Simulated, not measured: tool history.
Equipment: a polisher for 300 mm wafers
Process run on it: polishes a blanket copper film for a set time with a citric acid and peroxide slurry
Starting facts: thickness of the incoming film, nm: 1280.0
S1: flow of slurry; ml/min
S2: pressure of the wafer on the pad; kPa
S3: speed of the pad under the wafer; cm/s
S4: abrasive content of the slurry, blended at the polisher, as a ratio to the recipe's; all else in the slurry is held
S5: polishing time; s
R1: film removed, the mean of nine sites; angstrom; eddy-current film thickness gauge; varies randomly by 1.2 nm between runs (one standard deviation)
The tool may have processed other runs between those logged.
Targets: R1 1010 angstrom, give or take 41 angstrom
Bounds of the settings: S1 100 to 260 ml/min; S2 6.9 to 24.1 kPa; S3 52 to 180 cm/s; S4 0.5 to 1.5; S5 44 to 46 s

| run | day | S1 | S2 | S3 | S4 | S5 | R1 |
|---|---|---|---|---|---|---|---|
| 1 | 0 | 165 | 15.2 | 116 | 1 | 44 | 824.81 |
| 2 | 0.046 | 210 | 15.2 | 116 | 1 | 44 | 854.83 |
| 3 | 0.362 | 210 | 15.9 | 116 | 1 | 44 | 878.03 |
| 4 | 0.671 | 210 | 12.4 | 116 | 1 | 44 | 707.88 |
| 5 | 0.771 | 210 | 9 | 116 | 1 | 44 | 513.08 |
| 6 | 1.038 | 210 | 9 | 116 | 0.9 | 44 | 511.31 |
| 7 | 1.15 | 215 | 13.1 | 122 | 0.9 | 44 | 744.99 |
| 8 | 1.342 | 215 | 14.5 | 122 | 0.9 | 44 | 845.88 |
| 9 | 1.362 | 215 | 15.2 | 122 | 0.9 | 44 | 867.79 |
| 10 | 1.454 | 215 | 15.9 | 122 | 0.9 | 44 | 901.24 |
| 11 | 1.525 | 215 | 16.5 | 122 | 0.9 | 44 | 935.06 |

5 next moves are on the table. One of them brings every result within its allowed miss. Which?
| A | 1.596 | 205 | 18.6 | 124 | 0.8 | 46 | ? |
| B | 1.596 | 170 | 15.9 | 118 | 0.8 | 44 | ? |
| C | 1.596 | 225 | 17.9 | 128 | 0.8 | 46 | ? |
| D | 1.596 | 245 | 19.3 | 122 | 0.75 | 45 | ? |
| E | 1.596 | 260 | 11.7 | 174 | 1.15 | 46 | ? |

| move | R1 |
|---|---|
| A | 1095.5 |
| B | 847.15 |
| C | 1095.6 |
| D | 1105 |
| E | 1020.2 |
A: moves the result that the last run missed by most past its target, out the other side
B: the biggest miss grows against the last run
C: moves the result that the last run missed by most past its target, out the other side
D: moves the result that the last run missed by most past its target, out the other side
E: in spec on every target
Correct choice: E, which meets every target
